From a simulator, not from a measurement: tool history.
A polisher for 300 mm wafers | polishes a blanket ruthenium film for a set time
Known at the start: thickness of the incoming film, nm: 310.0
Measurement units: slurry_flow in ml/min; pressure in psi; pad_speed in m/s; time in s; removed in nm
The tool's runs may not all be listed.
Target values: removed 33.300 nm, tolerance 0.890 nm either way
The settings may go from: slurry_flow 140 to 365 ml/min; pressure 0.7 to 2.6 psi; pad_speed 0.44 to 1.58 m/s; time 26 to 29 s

run 1 hour=0.0 | slurry_flow=235 pressure=1.6 pad_speed=1.00 time=29 | removed=25.445
run 2 hour=3.4 | slurry_flow=195 pressure=1.6 pad_speed=1.00 time=29 | removed=24.527
run 3 hour=4.3 | slurry_flow=220 pressure=1.6 pad_speed=1.00 time=29 | removed=24.902
run 4 hour=7.5 | slurry_flow=255 pressure=1.6 pad_speed=1.00 time=29 | removed=25.349
run 5 hour=10.4 | slurry_flow=260 pressure=1.7 pad_speed=1.00 time=29 | removed=26.782
run 6 hour=13.2 | slurry_flow=215 pressure=1.7 pad_speed=1.00 time=29 | removed=26.002
run 7 hour=15.1 | slurry_flow=230 pressure=1.8 pad_speed=1.00 time=29 | removed=27.639
run 8 hour=24.1 | slurry_flow=240 pressure=1.9 pad_speed=1.00 time=29 | removed=29.021
run 9 hour=29.0 | slurry_flow=245 pressure=2.0 pad_speed=1.00 time=29 | removed=30.365
run 10 hour=36.9 | slurry_flow=250 pressure=2.0 pad_speed=1.00 time=29 | removed=30.281
run 11 hour=37.6 | slurry_flow=255 pressure=2.1 pad_speed=1.00 time=29 | removed=32.165
run 12 hour=41.7 | slurry_flow=260 pressure=2.1 pad_speed=1.00 time=29 | removed=31.663

Which of these 5 next moves meets every target?
run A hour=45.8 | slurry_flow=240 pressure=2.2 pad_speed=0.94 time=28 | removed=?
run B hour=45.8 | slurry_flow=255 pressure=2.3 pad_speed=1.00 time=28 | removed=?
run C hour=45.8 | slurry_flow=360 pressure=2.1 pad_speed=0.90 time=29 | removed=?
run D hour=45.8 | slurry_flow=235 pressure=2.4 pad_speed=0.92 time=26 | removed=?
run E hour=45.8 | slurry_flow=295 pressure=2.2 pad_speed=0.98 time=28 | removed=?

move=A removed=30.046
move=B removed=33.327
move=C removed=29.902
move=D removed=29.278
move=E removed=32.000
A: moves away from the targets compared with the last run
B: all results land within tolerance of their targets
C: moves away from the targets compared with the last run
D: moves away from the targets compared with the last run
E: closes in on the targets versus the last run, not all within tolerance yet
Correct choice: B, which meets every target
